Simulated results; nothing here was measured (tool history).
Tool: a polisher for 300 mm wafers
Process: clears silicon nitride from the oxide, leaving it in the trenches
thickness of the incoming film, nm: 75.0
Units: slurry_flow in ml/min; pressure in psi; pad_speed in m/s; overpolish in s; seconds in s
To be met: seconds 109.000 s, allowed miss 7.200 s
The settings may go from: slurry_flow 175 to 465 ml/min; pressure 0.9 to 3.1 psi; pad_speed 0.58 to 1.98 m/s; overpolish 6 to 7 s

Run 1, hour 0.0: slurry_flow 295 ml/min, pressure 2.0 psi, pad_speed 1.28 m/s, overpolish 7 s. Result: seconds 70.438 s.
Run 2, hour 1.9: slurry_flow 295 ml/min, pressure 2.0 psi, pad_speed 1.58 m/s, overpolish 7 s. Result: seconds 55.267 s.
Run 3, hour 8.7: slurry_flow 295 ml/min, pressure 2.2 psi, pad_speed 1.58 m/s, overpolish 7 s. Result: seconds 49.656 s.
Run 4, hour 11.5: slurry_flow 295 ml/min, pressure 2.0 psi, pad_speed 1.58 m/s, overpolish 7 s. Result: seconds 56.738 s.
Run 5, hour 12.4: slurry_flow 295 ml/min, pressure 1.9 psi, pad_speed 1.56 m/s, overpolish 7 s. Result: seconds 58.314 s.
Run 6, hour 16.8: slurry_flow 295 ml/min, pressure 2.3 psi, pad_speed 1.56 m/s, overpolish 7 s. Result: seconds 50.071 s.
At hour 18.6: head pressure recalibrated.
Run 7, hour 18.6: slurry_flow 295 ml/min, pressure 2.2 psi, pad_speed 1.52 m/s, overpolish 7 s. Result: seconds 57.426 s.
Run 8, hour 23.5: slurry_flow 295 ml/min, pressure 2.1 psi, pad_speed 1.46 m/s, overpolish 7 s. Result: seconds 60.353 s.

Which of these 4 next moves meets every target?
Run A, hour 28.4: slurry_flow 340 ml/min, pressure 1.7 psi, pad_speed 0.84 m/s, overpolish 7 s. Result: seconds ?.
Run B, hour 28.4: slurry_flow 285 ml/min, pressure 1.6 psi, pad_speed 1.06 m/s, overpolish 7 s. Result: seconds ?.
Run C, hour 28.4: slurry_flow 350 ml/min, pressure 2.3 psi, pad_speed 1.84 m/s, overpolish 7 s. Result: seconds ?.
Run D, hour 28.4: slurry_flow 325 ml/min, pressure 2.4 psi, pad_speed 0.58 m/s, overpolish 6 s. Result: seconds ?.

move  seconds
   A  127.160
   B  108.290
   C   45.732
   D  134.240
A: takes the result that was furthest off past its target
B: meets every target
C: further off than the last run
D: takes the result that was furthest off past its target
Answer: B
